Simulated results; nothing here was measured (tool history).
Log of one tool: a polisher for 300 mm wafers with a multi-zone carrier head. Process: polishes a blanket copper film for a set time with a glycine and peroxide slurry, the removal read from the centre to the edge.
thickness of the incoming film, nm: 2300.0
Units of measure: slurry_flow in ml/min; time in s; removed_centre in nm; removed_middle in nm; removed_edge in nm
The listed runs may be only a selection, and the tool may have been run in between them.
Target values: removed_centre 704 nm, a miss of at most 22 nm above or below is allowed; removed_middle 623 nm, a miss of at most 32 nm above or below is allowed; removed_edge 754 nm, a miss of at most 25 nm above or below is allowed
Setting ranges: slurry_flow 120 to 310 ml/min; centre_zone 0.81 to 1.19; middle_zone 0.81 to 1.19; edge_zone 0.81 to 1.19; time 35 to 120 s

run,hour,slurry_flow,centre_zone,middle_zone,edge_zone,time,removed_centre,removed_middle,removed_edge
1,0,200,1,1,1,77,502.49,486.75,489.74
2,3.1,200,1,0.99,1.02,80,511.21,485.52,514.42
3,5.7,200,1,0.99,0.96,80,514.54,498.42,503.34
4,6.4,200,1,0.98,0.98,84,541.69,530,538.58
5,8.4,205,1,0.97,1,86,553.01,542.68,551.58
6,11.4,205,1,0.91,1,86,544.77,491.62,551.64
7,17.9,205,1,0.91,1.02,89,566.84,520.23,573.11
8,23,205,1,0.9,1.04,92,594.57,540.17,609.32
9,27.8,205,1,0.9,1.06,94,609.06,533.99,623.1
10,32.1,210,1,0.9,1.07,96,621.46,567.6,645.85
11,35.7,245,1.05,0.83,1.17,103,706.66,584.1,720.18
12,39.8,245,1.04,0.83,1.17,103,696.55,576.62,718.63
13,44.1,245,1.04,0.84,1.17,103,695.78,565.74,733.48

4 candidate next runs follow, results not yet known. Just one meets every target within its allowed miss. Identify it.
A,48.4,230,1.04,0.81,1.19,100,?,?,?
B,48.4,230,0.97,0.86,1.09,110,?,?,?
C,48.4,245,0.92,1,0.95,106,?,?,?
D,48.4,265,0.95,0.89,1.15,107,?,?,?

move,removed_centre,removed_middle,removed_edge
A,665.05,544.89,714.2
B,682.19,629.84,750.44
C,628.78,693.52,678.66
D,661.17,640.09,758.71
A: moves away from the targets compared with the last run
B: hits every target within its allowed miss
C: carries the result that was furthest off beyond its target, to the other side
D: gets the furthest-off result to its target, but another result is out of tolerance
Correct choice: B, which meets every target

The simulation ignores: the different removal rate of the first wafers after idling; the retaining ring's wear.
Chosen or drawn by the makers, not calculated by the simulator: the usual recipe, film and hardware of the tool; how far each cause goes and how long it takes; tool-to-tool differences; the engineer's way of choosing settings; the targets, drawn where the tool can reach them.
